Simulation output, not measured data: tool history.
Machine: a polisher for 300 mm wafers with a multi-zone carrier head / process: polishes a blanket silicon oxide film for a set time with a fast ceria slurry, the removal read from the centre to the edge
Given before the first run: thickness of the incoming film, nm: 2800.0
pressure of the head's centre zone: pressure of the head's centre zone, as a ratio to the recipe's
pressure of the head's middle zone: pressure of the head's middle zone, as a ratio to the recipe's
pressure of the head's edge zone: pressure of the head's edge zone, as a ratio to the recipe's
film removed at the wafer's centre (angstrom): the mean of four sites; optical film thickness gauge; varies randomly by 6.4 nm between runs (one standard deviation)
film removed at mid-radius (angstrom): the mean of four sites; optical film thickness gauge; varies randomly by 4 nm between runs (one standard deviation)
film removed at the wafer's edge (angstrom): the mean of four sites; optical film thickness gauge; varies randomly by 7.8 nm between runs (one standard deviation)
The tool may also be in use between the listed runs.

run  hour  flow of slurry (ml/min)  pressure of the head's centre zone  pressure of the head's middle zone  pressure of the head's edge zone  polishing time (s)  film removed at the wafer's centre (angstrom)  film removed at mid-radius (angstrom)  film removed at the wafer's edge (angstrom)
  1   0.0                      255                                1.00                                1.00                              1.00                  56                                         6419.8                                 6419.8                                       6751.5
  2   1.1                      255                                0.99                                1.00                              0.98                  55                                         6344.4                                 6319.2                                       6446.6
  3   6.1                      285                                0.99                                1.00                              0.98                  55                                         6326.2                                 6392.5                                       6649.3
  4  13.4                      285                                0.99                                1.00                              0.98                  62                                         7242.3                                 7162.3                                       7193.3
  5  18.6                      285                                0.99                                1.00                              0.94                  62                                         7308.9                                 7247.0                                       7326.8
  6  24.5                      280                                0.98                                1.00                              0.93                  59                                         6841.5                                 6771.4                                       6787.1
  7  30.1                      275                                0.96                                1.00                              0.92                  57                                         6395.3                                 6522.3                                       6539.2
  8  32.0                      270                                0.95                                1.00                              0.91                  56                                         6218.7                                 6402.8                                       6398.6

Expected results for the next run?
  9  36.8                      265                                0.94                                1.00                              0.90                  55                                              ?                                      ?                                            ?

{"run 9": {"film removed at the wafer's centre (angstrom)": 6092.9, "film removed at mid-radius (angstrom)": 6339.8, "film removed at the wafer's edge (angstrom)": 6137.5}}

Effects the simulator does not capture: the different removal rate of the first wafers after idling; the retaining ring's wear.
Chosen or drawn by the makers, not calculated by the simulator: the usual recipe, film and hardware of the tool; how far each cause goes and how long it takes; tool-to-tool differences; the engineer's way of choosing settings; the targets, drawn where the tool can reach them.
